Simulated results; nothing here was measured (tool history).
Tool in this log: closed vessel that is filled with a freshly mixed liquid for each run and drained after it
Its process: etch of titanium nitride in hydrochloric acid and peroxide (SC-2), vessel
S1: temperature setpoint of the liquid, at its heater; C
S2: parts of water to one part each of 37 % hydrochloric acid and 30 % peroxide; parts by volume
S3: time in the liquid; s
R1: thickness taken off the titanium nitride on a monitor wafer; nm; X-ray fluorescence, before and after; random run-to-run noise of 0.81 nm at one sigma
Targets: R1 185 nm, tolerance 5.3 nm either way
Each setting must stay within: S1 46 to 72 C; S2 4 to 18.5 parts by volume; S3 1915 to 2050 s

{"run": 1, "hour": 0.0, "S1": 62, "S2": 10.5, "S3": 1915, "R1": 100.16}
{"run": 2, "hour": 3.0, "S1": 63, "S2": 10.5, "S3": 1915, "R1": 106.68}
{"run": 3, "hour": 8.9, "S1": 64, "S2": 10.5, "S3": 1915, "R1": 112.94}
{"run": 4, "hour": 17.8, "S1": 64, "S2": 10.5, "S3": 1915, "R1": 113.13}
{"hour": 21.9, "done": "chemicals flow meter replaced"}
{"run": 5, "hour": 21.9, "S1": 64, "S2": 7.5, "S3": 1915, "R1": 140.34}
{"run": 6, "hour": 22.8, "S1": 64, "S2": 7.5, "S3": 2050, "R1": 151}
{"run": 7, "hour": 27.1, "S1": 64.5, "S2": 7.5, "S3": 2050, "R1": 156.39}
{"run": 8, "hour": 33.8, "S1": 65, "S2": 7.5, "S3": 2050, "R1": 160.85}
{"run": 9, "hour": 35.9, "S1": 65.5, "S2": 7.5, "S3": 2050, "R1": 165.4}
{"run": 10, "hour": 40.4, "S1": 66.5, "S2": 7.5, "S3": 2050, "R1": 175.07}

Which of these 5 next moves meets every target?
{"run": "A", "hour": 44.9, "S1": 66, "S2": 7.5, "S3": 1950, "R1": "?"}
{"run": "B", "hour": 44.9, "S1": 63, "S2": 6, "S3": 2050, "R1": "?"}
{"run": "C", "hour": 44.9, "S1": 65, "S2": 6.5, "S3": 1915, "R1": "?"}
{"run": "D", "hour": 44.9, "S1": 70, "S2": 8.5, "S3": 1935, "R1": "?"}
{"run": "E", "hour": 44.9, "S1": 63.5, "S2": 6, "S3": 2050, "R1": "?"}

move=A R1=161.16
move=B R1=167.51
move=C R1=166.47
move=D R1=183.81
move=E R1=172.74
A: its largest miss is bigger than the last run's
B: its largest miss is bigger than the last run's
C: its largest miss is bigger than the last run's
D: every result lands within tolerance
E: its largest miss is bigger than the last run's
So the answer is move D, the one that meets all the targets.

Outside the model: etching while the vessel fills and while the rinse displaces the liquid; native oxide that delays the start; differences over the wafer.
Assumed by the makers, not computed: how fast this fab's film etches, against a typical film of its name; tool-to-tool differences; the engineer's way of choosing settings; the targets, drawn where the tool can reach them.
